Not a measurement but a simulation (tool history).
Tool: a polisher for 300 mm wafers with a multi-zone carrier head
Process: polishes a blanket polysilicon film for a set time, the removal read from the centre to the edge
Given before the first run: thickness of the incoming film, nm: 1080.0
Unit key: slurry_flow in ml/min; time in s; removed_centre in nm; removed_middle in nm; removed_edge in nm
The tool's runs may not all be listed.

run 1 day=0.000 | slurry_flow=260 centre_zone=1.00 middle_zone=1.00 edge_zone=1.00 time=49 | removed_centre=353.03 removed_middle=347.16 removed_edge=351.64
run 2 day=0.162 | slurry_flow=260 centre_zone=0.93 middle_zone=1.00 edge_zone=1.00 time=49 | removed_centre=338.23 removed_middle=346.47 removed_edge=354.04
run 3 day=0.250 | slurry_flow=260 centre_zone=0.85 middle_zone=1.00 edge_zone=1.00 time=49 | removed_centre=308.65 removed_middle=346.20 removed_edge=350.42
run 4 day=0.612 | slurry_flow=260 centre_zone=0.89 middle_zone=1.00 edge_zone=1.00 time=49 | removed_centre=325.14 removed_middle=348.00 removed_edge=351.77
run 5 day=0.700 | slurry_flow=270 centre_zone=0.96 middle_zone=0.97 edge_zone=1.05 time=53 | removed_centre=374.53 removed_middle=364.68 removed_edge=386.74
run 6 day=0.850 | slurry_flow=270 centre_zone=0.96 middle_zone=0.97 edge_zone=1.00 time=53 | removed_centre=374.73 removed_middle=369.56 removed_edge=380.49

What does the tool deliver on the next run?
run 7 day=0.962 | slurry_flow=270 centre_zone=0.96 middle_zone=0.97 edge_zone=1.00 time=53 | removed_centre=? removed_middle=? removed_edge=?

removed_centre: 371.22 nm
removed_middle: 374.61 nm
removed_edge: 384.91 nm

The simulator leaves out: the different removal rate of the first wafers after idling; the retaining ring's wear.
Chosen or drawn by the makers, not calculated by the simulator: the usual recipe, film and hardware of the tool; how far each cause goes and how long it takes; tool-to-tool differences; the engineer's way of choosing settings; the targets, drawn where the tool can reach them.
